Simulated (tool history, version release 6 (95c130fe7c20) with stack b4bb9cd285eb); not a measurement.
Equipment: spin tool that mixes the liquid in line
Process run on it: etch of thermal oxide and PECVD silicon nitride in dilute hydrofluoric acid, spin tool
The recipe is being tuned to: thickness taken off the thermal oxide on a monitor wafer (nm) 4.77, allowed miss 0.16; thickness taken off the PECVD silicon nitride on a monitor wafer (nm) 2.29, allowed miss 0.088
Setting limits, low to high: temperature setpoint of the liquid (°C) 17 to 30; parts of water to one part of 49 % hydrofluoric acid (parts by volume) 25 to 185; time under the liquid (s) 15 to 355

run	hour	temperature setpoint of the liquid (°C)	parts of water to one part of 49 % hydrofluoric acid (parts by volume)	time under the liquid (s)	thickness taken off the thermal oxide on a monitor wafer (nm)	thickness taken off the PECVD silicon nitride on a monitor wafer (nm)
1	0	22	105	180	7.3851	3.8512
2	7.6	21.5	110	180	6.9246	3.5322
3	10.5	19	110	180	6.1011	2.998
4	12.4	18.5	110	180	6.0486	2.8927
5	20.9	18.5	110	245	8.2723	3.9337
6	26.6	18.5	110	290	9.7581	4.5724
7	35.2	18.5	120	290	8.7989	4.2706
8	36.2	18.5	125	285	8.3603	4.0341
9	38.2	18.5	130	285	7.84	3.8075
10	40.5	18.5	135	285	7.6552	3.6962
11	42.3	18.5	140	285	7.2167	3.5996
12	44.4	18.5	145	280	6.9121	3.3916
13	47.9	18.5	145	280	6.785	3.394
14	53.2	18.5	150	280	6.6286	3.3095
15	60	18.5	155	280	6.3409	3.2542
16	65.2	18.5	155	275	6.293	3.1443
17	69.7	18.5	160	275	5.9727	3.1271
18	73.5	18.5	160	270	5.9854	2.9608
19	74.1	18.5	165	270	5.6775	2.8646
20	80.7	17.5	170	265	5.1082	2.559
21	85.2	17	170	255	4.916	2.3917

4 next moves are on the table. One of them brings every result within its allowed miss. Which?
A	89.7	17	155	225	?	?
B	89.7	20	185	245	?	?
C	89.7	18	180	240	?	?
D	89.7	22	185	205	?	?

move	thickness taken off the thermal oxide on a monitor wafer (nm)	thickness taken off the PECVD silicon nitride on a monitor wafer (nm)
A	4.907	2.3431
B	4.9	2.6305
C	4.5816	2.3159
D	4.4286	2.5084
A: all results land within tolerance of their targets
B: its largest miss is bigger than the last run's
C: brings the result that was furthest off to its target, and leaves another outside
D: its largest miss is bigger than the last run's
Correct choice: A, which meets every target

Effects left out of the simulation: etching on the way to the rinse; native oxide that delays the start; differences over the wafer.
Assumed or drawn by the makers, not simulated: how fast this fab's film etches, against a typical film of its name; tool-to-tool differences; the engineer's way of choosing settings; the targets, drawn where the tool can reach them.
